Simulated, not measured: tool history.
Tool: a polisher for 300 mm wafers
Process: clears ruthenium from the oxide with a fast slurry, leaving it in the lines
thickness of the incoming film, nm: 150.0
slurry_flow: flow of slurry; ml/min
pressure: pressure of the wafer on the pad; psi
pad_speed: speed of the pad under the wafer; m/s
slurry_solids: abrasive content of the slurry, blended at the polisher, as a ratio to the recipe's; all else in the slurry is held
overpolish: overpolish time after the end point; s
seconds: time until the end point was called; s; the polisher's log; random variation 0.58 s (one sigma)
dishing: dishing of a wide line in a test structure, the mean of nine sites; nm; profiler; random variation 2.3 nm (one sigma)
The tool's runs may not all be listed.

run	hour	slurry_flow	pressure	pad_speed	slurry_solids	overpolish	seconds	dishing
1	0.0	295	3.1	0.84	1.00	24	41.115	76.030
2	3.0	295	3.4	0.86	1.00	26	38.579	85.348
3	10.7	295	3.8	0.88	1.00	27	35.184	92.980
4	14.0	295	3.8	0.66	1.00	27	45.072	77.103
5	18.9	295	3.8	0.66	1.15	27	42.613	80.939
6	24.3	295	4.1	0.72	1.15	28	36.657	89.637
7	26.1	295	4.3	0.74	1.15	29	34.065	96.255
8	27.2	295	4.5	0.76	1.15	30	32.346	103.160

Run 9 comes next. What will it give?
9	33.6	295	4.6	0.78	1.15	31	?	?

Run 9 gave seconds 32.760 s, dishing 107.510 nm.

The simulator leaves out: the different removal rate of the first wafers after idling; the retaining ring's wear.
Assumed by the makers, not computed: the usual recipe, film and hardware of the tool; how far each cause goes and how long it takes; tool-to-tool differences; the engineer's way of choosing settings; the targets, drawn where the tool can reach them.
